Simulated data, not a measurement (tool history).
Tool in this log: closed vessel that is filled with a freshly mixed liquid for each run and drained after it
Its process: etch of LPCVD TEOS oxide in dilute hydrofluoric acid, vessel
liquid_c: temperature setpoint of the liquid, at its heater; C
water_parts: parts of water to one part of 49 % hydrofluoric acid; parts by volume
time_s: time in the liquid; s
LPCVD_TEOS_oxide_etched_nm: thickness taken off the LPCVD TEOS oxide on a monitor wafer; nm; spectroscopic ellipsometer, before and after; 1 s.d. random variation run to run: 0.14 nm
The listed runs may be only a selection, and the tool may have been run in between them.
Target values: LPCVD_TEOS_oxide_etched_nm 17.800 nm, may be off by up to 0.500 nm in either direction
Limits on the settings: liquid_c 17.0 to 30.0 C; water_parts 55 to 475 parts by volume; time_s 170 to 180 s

run,hour,liquid_c,water_parts,time_s,LPCVD_TEOS_oxide_etched_nm
1,0.0,22.0,265,170,13.399
2,1.2,22.0,300,170,11.491
3,2.6,22.0,300,170,11.700
4,6.8,22.0,300,180,12.251
5,14.7,23.0,295,180,13.014
6,23.4,24.0,290,180,13.469
7,32.6,24.5,280,180,14.441
8,37.9,25.0,275,180,15.165
9,44.8,25.5,275,180,15.407
10,47.1,26.0,275,180,15.690

Below are 4 possible settings for the next run. Only one of them brings all results inside the allowed miss of their targets. Which is it?
A,49.4,25.5,230,180,?
B,49.4,25.0,260,180,?
C,49.4,27.0,255,170,?
D,49.4,29.0,270,180,?

move,LPCVD_TEOS_oxide_etched_nm
A,19.281
B,16.235
C,16.850
D,17.735
A: carries the result that was furthest off beyond its target, to the other side
B: better than the last run, though not everything is in spec
C: better than the last run, though not everything is in spec
D: every result within its allowed miss
D is the move that brings every result within its allowed miss.
